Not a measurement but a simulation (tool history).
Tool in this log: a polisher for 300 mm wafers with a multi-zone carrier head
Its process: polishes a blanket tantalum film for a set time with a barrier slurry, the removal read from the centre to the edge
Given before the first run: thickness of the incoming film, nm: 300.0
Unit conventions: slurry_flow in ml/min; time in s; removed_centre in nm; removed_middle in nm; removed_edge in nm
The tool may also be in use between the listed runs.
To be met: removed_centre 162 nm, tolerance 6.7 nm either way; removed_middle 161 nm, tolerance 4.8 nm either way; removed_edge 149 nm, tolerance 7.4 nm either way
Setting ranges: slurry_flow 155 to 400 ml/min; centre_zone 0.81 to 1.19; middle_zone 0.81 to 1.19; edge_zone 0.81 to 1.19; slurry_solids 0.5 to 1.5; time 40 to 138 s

{"run": 1, "hour": 0.0, "slurry_flow": 255, "centre_zone": 1, "middle_zone": 1, "edge_zone": 1, "slurry_solids": 1, "time": 88, "removed_centre": 109.33, "removed_middle": 112.11, "removed_edge": 112.04}
{"run": 2, "hour": 3.9, "slurry_flow": 260, "centre_zone": 1.03, "middle_zone": 1.03, "edge_zone": 1.02, "slurry_solids": 1.1, "time": 89, "removed_centre": 113.08, "removed_middle": 116.99, "removed_edge": 113.73}
{"run": 3, "hour": 11.2, "slurry_flow": 300, "centre_zone": 1.03, "middle_zone": 1.03, "edge_zone": 1.02, "slurry_solids": 1.1, "time": 89, "removed_centre": 119.26, "removed_middle": 119.23, "removed_edge": 113.95}
{"run": 4, "hour": 18.5, "slurry_flow": 300, "centre_zone": 1.04, "middle_zone": 1.04, "edge_zone": 1.02, "slurry_solids": 1.15, "time": 92, "removed_centre": 122.82, "removed_middle": 123.65, "removed_edge": 120.77}
{"run": 5, "hour": 25.2, "slurry_flow": 300, "centre_zone": 1.04, "middle_zone": 1.04, "edge_zone": 1.02, "slurry_solids": 1.35, "time": 92, "removed_centre": 126.91, "removed_middle": 129.53, "removed_edge": 124.39}
{"run": 6, "hour": 33.1, "slurry_flow": 305, "centre_zone": 1.06, "middle_zone": 1.05, "edge_zone": 1.03, "slurry_solids": 1.4, "time": 94, "removed_centre": 133.96, "removed_middle": 132.31, "removed_edge": 130.01}
{"run": 7, "hour": 34.7, "slurry_flow": 310, "centre_zone": 1.07, "middle_zone": 1.07, "edge_zone": 1.03, "slurry_solids": 1.4, "time": 96, "removed_centre": 135.15, "removed_middle": 137.6, "removed_edge": 135.61}
{"run": 8, "hour": 35.7, "slurry_flow": 320, "centre_zone": 1.08, "middle_zone": 1.08, "edge_zone": 1.01, "slurry_solids": 1.4, "time": 98, "removed_centre": 143.2, "removed_middle": 141.38, "removed_edge": 132.7}
{"run": 9, "hour": 40.9, "slurry_flow": 325, "centre_zone": 1.09, "middle_zone": 1.09, "edge_zone": 1.02, "slurry_solids": 1.4, "time": 99, "removed_centre": 145.33, "removed_middle": 144.48, "removed_edge": 132.82}
{"run": 10, "hour": 43.7, "slurry_flow": 325, "centre_zone": 1.09, "middle_zone": 1.09, "edge_zone": 1.02, "slurry_solids": 1.4, "time": 99, "removed_centre": 143.83, "removed_middle": 145.52, "removed_edge": 137.55}

Exercise: of the 4 proposed moves below, exactly one satisfies all targets within the stated allowed misses. Which move is it?
{"run": "A", "hour": 46.5, "slurry_flow": 270, "centre_zone": 1.12, "middle_zone": 1.12, "edge_zone": 1.02, "slurry_solids": 1.2, "time": 113, "removed_centre": "?", "removed_middle": "?", "removed_edge": "?"}
{"run": "B", "hour": 46.5, "slurry_flow": 250, "centre_zone": 0.96, "middle_zone": 0.92, "edge_zone": 1.19, "slurry_solids": 1.3, "time": 101, "removed_centre": "?", "removed_middle": "?", "removed_edge": "?"}
{"run": "C", "hour": 46.5, "slurry_flow": 330, "centre_zone": 1.13, "middle_zone": 1.18, "edge_zone": 0.95, "slurry_solids": 1.25, "time": 100, "removed_centre": "?", "removed_middle": "?", "removed_edge": "?"}
{"run": "D", "hour": 46.5, "slurry_flow": 340, "centre_zone": 1.08, "middle_zone": 1.05, "edge_zone": 0.99, "slurry_solids": 1.3, "time": 124, "removed_centre": "?", "removed_middle": "?", "removed_edge": "?"}

move=A removed_centre=161.73 removed_middle=159.38 removed_edge=147.57
move=B removed_centre=124 removed_middle=124.75 removed_edge=143.84
move=C removed_centre=148.87 removed_middle=150.62 removed_edge=129.05
move=D removed_centre=177.94 removed_middle=173.41 removed_edge=164.85
A: all results land within tolerance of their targets
B: the biggest miss grows against the last run
C: gains on the last run, yet a result remains outside its allowed miss
D: carries the result that was furthest off beyond its target, to the other side
Go with A: it meets all targets.

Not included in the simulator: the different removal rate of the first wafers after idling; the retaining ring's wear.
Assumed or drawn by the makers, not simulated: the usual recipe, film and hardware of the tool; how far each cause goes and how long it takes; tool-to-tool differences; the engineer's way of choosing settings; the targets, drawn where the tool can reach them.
